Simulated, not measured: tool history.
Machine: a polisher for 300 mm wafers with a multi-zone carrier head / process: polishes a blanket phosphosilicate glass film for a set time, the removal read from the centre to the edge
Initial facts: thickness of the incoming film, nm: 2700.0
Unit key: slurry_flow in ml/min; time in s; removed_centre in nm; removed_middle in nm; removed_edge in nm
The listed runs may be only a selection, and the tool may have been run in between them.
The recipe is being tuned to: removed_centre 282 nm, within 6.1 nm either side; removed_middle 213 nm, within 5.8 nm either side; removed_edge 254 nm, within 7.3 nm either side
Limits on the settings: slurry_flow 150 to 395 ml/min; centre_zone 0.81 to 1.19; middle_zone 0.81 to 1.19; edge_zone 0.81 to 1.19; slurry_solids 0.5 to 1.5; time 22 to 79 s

run 1 hour=0 | slurry_flow=250 centre_zone=1 middle_zone=1 edge_zone=1 slurry_solids=1 time=50 | removed_centre=522.88 removed_middle=523.69 removed_edge=518.43
run 2 hour=8.7 | slurry_flow=240 centre_zone=1.02 middle_zone=0.95 edge_zone=1 slurry_solids=0.9 time=44 | removed_centre=442.48 removed_middle=421.53 removed_edge=435.06
run 3 hour=13 | slurry_flow=235 centre_zone=1.05 middle_zone=0.92 edge_zone=1.01 slurry_solids=0.8 time=40 | removed_centre=392.81 removed_middle=354.59 removed_edge=376.42
run 4 hour=18 | slurry_flow=230 centre_zone=1.07 middle_zone=0.89 edge_zone=1.02 slurry_solids=0.75 time=37 | removed_centre=356.07 removed_middle=302.81 removed_edge=338.81
run 5 hour=22.5 | slurry_flow=230 centre_zone=1.1 middle_zone=0.89 edge_zone=1.02 slurry_solids=0.75 time=37 | removed_centre=365.01 removed_middle=300.08 removed_edge=339.61
run 6 hour=28.1 | slurry_flow=220 centre_zone=1.1 middle_zone=0.87 edge_zone=1.01 slurry_solids=0.7 time=36 | removed_centre=340.77 removed_middle=273.49 removed_edge=309.27
run 7 hour=29.5 | slurry_flow=205 centre_zone=1.1 middle_zone=0.86 edge_zone=1.01 slurry_solids=0.65 time=36 | removed_centre=322.73 removed_middle=260.33 removed_edge=302.55
run 8 hour=30.9 | slurry_flow=195 centre_zone=1.11 middle_zone=0.85 edge_zone=0.99 slurry_solids=0.6 time=36 | removed_centre=309.31 removed_middle=247.93 removed_edge=283.22
run 9 hour=39.1 | slurry_flow=185 centre_zone=1.12 middle_zone=0.84 edge_zone=0.99 slurry_solids=0.6 time=36 | removed_centre=313.81 removed_middle=243.68 removed_edge=282.97
run 10 hour=41.5 | slurry_flow=180 centre_zone=1.12 middle_zone=0.83 edge_zone=0.99 slurry_solids=0.6 time=36 | removed_centre=311.21 removed_middle=239.06 removed_edge=279.8
run 11 hour=47.1 | slurry_flow=175 centre_zone=1.12 middle_zone=0.83 edge_zone=0.99 slurry_solids=0.6 time=36 | removed_centre=310.19 removed_middle=237 removed_edge=280.82
run 12 hour=51.6 | slurry_flow=170 centre_zone=1.12 middle_zone=0.83 edge_zone=0.98 slurry_solids=0.6 time=36 | removed_centre=309.55 removed_middle=236.06 removed_edge=279.63
run 13 hour=56.4 | slurry_flow=155 centre_zone=1.11 middle_zone=0.81 edge_zone=0.95 slurry_solids=0.5 time=34 | removed_centre=254.4 removed_middle=197.22 removed_edge=232.02

Of the 4 settings listed for the next run, only one would bring every result within its allowed miss of target. Which one?
run A hour=61.2 | slurry_flow=155 centre_zone=1.06 middle_zone=0.82 edge_zone=0.99 slurry_solids=0.55 time=37 | removed_centre=? removed_middle=? removed_edge=?
run B hour=61.2 | slurry_flow=165 centre_zone=1.01 middle_zone=0.87 edge_zone=0.89 slurry_solids=0.5 time=31 | removed_centre=? removed_middle=? removed_edge=?
run C hour=61.2 | slurry_flow=185 centre_zone=1.14 middle_zone=0.82 edge_zone=1 slurry_solids=0.6 time=32 | removed_centre=? removed_middle=? removed_edge=?
run D hour=61.2 | slurry_flow=150 centre_zone=1.14 middle_zone=0.83 edge_zone=0.91 slurry_solids=0.55 time=33 | removed_centre=? removed_middle=? removed_edge=?

move=A removed_centre=283.1 removed_middle=228.13 removed_edge=272.72
move=B removed_centre=216.12 removed_middle=190.88 removed_edge=207.42
move=C removed_centre=281.67 removed_middle=211.72 removed_edge=252.94
move=D removed_centre=268.74 removed_middle=204.64 removed_edge=234.19
A: corrects the largest miss of the last run, while another result sits out of spec
B: its largest miss is bigger than the last run's
C: each result inside its tolerance
D: gains on the last run, yet a result remains outside its allowed miss
C meets every target.
